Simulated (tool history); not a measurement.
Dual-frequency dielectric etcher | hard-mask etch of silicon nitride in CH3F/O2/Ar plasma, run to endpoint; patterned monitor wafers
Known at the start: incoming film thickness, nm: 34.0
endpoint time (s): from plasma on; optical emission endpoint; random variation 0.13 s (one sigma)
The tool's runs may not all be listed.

run 1 day=0.000 | source_power_(kW)=0.460 bias_power_(kW)=0.063 | endpoint_time_(s)=41.740
run 2 day=0.325 | source_power_(kW)=0.480 bias_power_(kW)=0.063 | endpoint_time_(s)=41.021
run 3 day=0.638 | source_power_(kW)=0.500 bias_power_(kW)=0.063 | endpoint_time_(s)=39.771
run 4 day=0.842 | source_power_(kW)=0.500 bias_power_(kW)=0.053 | endpoint_time_(s)=43.397
run 5 day=0.975 | source_power_(kW)=0.450 bias_power_(kW)=0.053 | endpoint_time_(s)=45.518
run 6 day=1.308 | source_power_(kW)=0.450 bias_power_(kW)=0.046 | endpoint_time_(s)=49.033
-- day=1.658 wet clean of the chamber
run 7 day=1.658 | source_power_(kW)=0.550 bias_power_(kW)=0.057 | endpoint_time_(s)=41.182
run 8 day=2.008 | source_power_(kW)=0.570 bias_power_(kW)=0.057 | endpoint_time_(s)=40.924
run 9 day=2.321 | source_power_(kW)=0.590 bias_power_(kW)=0.058 | endpoint_time_(s)=39.766
run 10 day=2.662 | source_power_(kW)=0.600 bias_power_(kW)=0.058 | endpoint_time_(s)=39.746
run 11 day=2.888 | source_power_(kW)=0.610 bias_power_(kW)=0.058 | endpoint_time_(s)=39.367
run 12 day=3.004 | source_power_(kW)=0.610 bias_power_(kW)=0.058 | endpoint_time_(s)=39.376

The next listed run, before its measurement:
run 13 day=3.175 | source_power_(kW)=0.620 bias_power_(kW)=0.058 | endpoint_time_(s)=?

endpoint time (s): 39.215
